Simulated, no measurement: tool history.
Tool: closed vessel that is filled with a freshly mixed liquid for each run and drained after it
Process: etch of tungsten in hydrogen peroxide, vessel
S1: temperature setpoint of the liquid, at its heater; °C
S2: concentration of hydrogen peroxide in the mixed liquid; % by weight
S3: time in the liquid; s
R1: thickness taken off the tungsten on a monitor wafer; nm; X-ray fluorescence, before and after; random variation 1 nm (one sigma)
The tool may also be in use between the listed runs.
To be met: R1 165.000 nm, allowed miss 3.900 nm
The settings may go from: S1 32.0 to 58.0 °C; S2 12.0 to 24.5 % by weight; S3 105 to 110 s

run	hour	S1	S2	S3	R1
1	0.0	42.0	16.5	105	101.490
2	3.6	36.0	16.5	105	68.215
3	12.2	42.0	16.5	105	100.460
4	20.5	42.0	15.0	105	96.486
5	21.7	42.0	13.0	105	88.399
6	26.4	37.0	13.0	105	64.394
7	27.4	40.0	13.0	105	78.792
8	32.3	42.5	13.0	105	91.268
9	41.3	44.5	13.0	105	105.300
10	45.8	46.0	13.0	105	115.190
11	52.3	46.0	13.0	105	114.820
12	58.7	52.5	13.0	105	172.880

5 next moves are on the table. One of them brings every result within its allowed miss. Which?
A	65.1	52.0	15.0	105	?
B	65.1	52.0	15.0	110	?
C	65.1	52.5	13.0	110	?
D	65.1	52.0	15.5	105	?
E	65.1	52.5	12.0	105	?

move	R1
A	178.370
B	186.870
C	179.290
D	181.320
E	164.420
A: further off than the last run
B: further off than the last run
C: further off than the last run
D: further off than the last run
E: meets every target
The right move is E.
